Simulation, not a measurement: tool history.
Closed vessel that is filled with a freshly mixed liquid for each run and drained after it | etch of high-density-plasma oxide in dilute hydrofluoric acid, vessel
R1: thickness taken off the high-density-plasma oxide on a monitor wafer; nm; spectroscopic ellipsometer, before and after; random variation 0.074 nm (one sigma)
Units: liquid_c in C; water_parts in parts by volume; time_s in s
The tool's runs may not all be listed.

Run 1, hour 0: liquid_c 22 C, water_parts 275 parts by volume, time_s 605 s. Result: R1 12.004 nm.
Run 2, hour 8.9: liquid_c 23.5 C, water_parts 275 parts by volume, time_s 605 s. Result: R1 12.542 nm.
Run 3, hour 16: liquid_c 23.5 C, water_parts 275 parts by volume, time_s 605 s. Result: R1 12.692 nm.
Run 4, hour 17.1: liquid_c 23.5 C, water_parts 375 parts by volume, time_s 605 s. Result: R1 8.4484 nm.
Run 5, hour 19.3: liquid_c 23.5 C, water_parts 375 parts by volume, time_s 405 s. Result: R1 5.6326 nm.
Run 6, hour 27.6: liquid_c 25.5 C, water_parts 350 parts by volume, time_s 405 s. Result: R1 6.6473 nm.
Run 7, hour 28.5: liquid_c 23.5 C, water_parts 330 parts by volume, time_s 405 s. Result: R1 6.6332 nm.
Run 8, hour 31.3: liquid_c 25.5 C, water_parts 315 parts by volume, time_s 405 s. Result: R1 7.4492 nm.
Run 9, hour 34.6: liquid_c 29.5 C, water_parts 260 parts by volume, time_s 410 s. Result: R1 11.39 nm.

What does the tool deliver on the next run?
At hour 38.2: hydrofluoric acid flow meter replaced.
Run 10, hour 38.2: liquid_c 29 C, water_parts 265 parts by volume, time_s 410 s. Result: R1 ?.

R1: 12.631 nm

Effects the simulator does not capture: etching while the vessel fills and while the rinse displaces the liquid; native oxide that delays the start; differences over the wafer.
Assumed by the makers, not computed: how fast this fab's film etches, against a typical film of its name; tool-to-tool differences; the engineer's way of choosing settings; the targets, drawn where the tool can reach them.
